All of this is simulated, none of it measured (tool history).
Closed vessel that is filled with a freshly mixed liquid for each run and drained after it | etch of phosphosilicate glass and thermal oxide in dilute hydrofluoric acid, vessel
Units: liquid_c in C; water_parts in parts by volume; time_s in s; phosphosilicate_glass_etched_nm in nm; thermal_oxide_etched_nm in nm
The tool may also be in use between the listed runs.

run,hour,liquid_c,water_parts,time_s,phosphosilicate_glass_etched_nm,thermal_oxide_etched_nm
1,0.0,21.0,95,60,59.705,2.3456
2,4.3,23.0,95,60,64.181,2.5300
3,13.3,23.0,95,85,91.423,3.6775
4,15.0,23.0,80,85,110.400,4.3910
5,20.2,22.0,80,85,107.490,4.1329
6,26.2,22.0,80,95,118.620,4.5235

Forecast run 7:
7,34.2,21.5,85,95,?,?

phosphosilicate_glass_etched_nm: 109.570 nm
thermal_oxide_etched_nm: 4.2198 nm

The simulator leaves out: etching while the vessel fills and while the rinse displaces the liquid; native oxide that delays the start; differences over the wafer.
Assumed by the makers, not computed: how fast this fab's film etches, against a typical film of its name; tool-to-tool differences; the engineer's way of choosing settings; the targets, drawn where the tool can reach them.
